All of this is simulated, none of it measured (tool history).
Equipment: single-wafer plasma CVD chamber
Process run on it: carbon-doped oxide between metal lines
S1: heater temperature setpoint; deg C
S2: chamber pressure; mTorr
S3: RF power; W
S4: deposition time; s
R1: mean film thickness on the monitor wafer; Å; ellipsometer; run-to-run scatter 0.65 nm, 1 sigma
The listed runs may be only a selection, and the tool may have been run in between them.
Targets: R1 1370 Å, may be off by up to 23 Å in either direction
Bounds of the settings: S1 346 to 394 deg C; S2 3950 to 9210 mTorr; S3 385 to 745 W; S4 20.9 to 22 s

run	day	S1	S2	S3	S4	R1
1	0	370	6580	565	22	1204.8
2	0.212	367	6840	590	22	1234.9
3	0.542	367	6840	630	22	1286.5
4	0.9	367	6840	670	22	1321
5	1.238	367	6840	670	20.9	1249.5
6	1.288	365	7020	690	21	1285.2
7	1.588	364	7060	705	21.1	1313.6
8	1.662	363	7150	715	21.1	1324.2
9	1.867	362	7200	725	21.1	1326.4
10	2.012	362	7200	730	21.2	1337

Which single option among these 4 for the next run brings every result within its allowed miss of target? Just one does.
A	2.158	373	7480	705	21.7	?
B	2.158	358	6990	670	21.6	?
C	2.158	347	6800	725	20.9	?
D	2.158	367	6960	735	20.9	?

move	R1
A	1324.1
B	1318.2
C	1358.8
D	1309.9
A: misses by more than the last run did
B: misses by more than the last run did
C: every result within its allowed miss
D: misses by more than the last run did
So the answer is move C, the one that meets all the targets.
